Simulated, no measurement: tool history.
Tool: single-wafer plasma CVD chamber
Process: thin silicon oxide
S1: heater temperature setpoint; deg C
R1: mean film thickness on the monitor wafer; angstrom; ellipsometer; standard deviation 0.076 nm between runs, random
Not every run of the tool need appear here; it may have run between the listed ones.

run 1 hour=0.0 | S1=405 chamber_pressure_(Torr)=0.650 RF_power_(W)=370 deposition_time_(s)=5.57 | R1=98.356
run 2 hour=6.5 | S1=405 chamber_pressure_(Torr)=0.670 RF_power_(W)=370 deposition_time_(s)=5.57 | R1=101.230
run 3 hour=13.2 | S1=412 chamber_pressure_(Torr)=0.670 RF_power_(W)=370 deposition_time_(s)=5.57 | R1=100.860
run 4 hour=19.8 | S1=412 chamber_pressure_(Torr)=0.670 RF_power_(W)=370 deposition_time_(s)=5.31 | R1=96.255
run 5 hour=27.4 | S1=412 chamber_pressure_(Torr)=0.692 RF_power_(W)=370 deposition_time_(s)=5.31 | R1=99.036
run 6 hour=34.1 | S1=412 chamber_pressure_(Torr)=0.714 RF_power_(W)=370 deposition_time_(s)=5.31 | R1=101.410
run 7 hour=36.7 | S1=412 chamber_pressure_(Torr)=0.737 RF_power_(W)=370 deposition_time_(s)=5.31 | R1=104.240
run 8 hour=41.9 | S1=412 chamber_pressure_(Torr)=0.757 RF_power_(W)=370 deposition_time_(s)=5.31 | R1=107.390
-- hour=44.9 thermocouple changed; heater temperature recalibrated
run 9 hour=44.9 | S1=412 chamber_pressure_(Torr)=0.887 RF_power_(W)=375 deposition_time_(s)=5.32 | R1=124.290

Estimate the outcome of run 10 from the log above:
run 10 hour=50.9 | S1=412 chamber_pressure_(Torr)=0.890 RF_power_(W)=375 deposition_time_(s)=5.33 | R1=?

R1: 126.120 angstrom
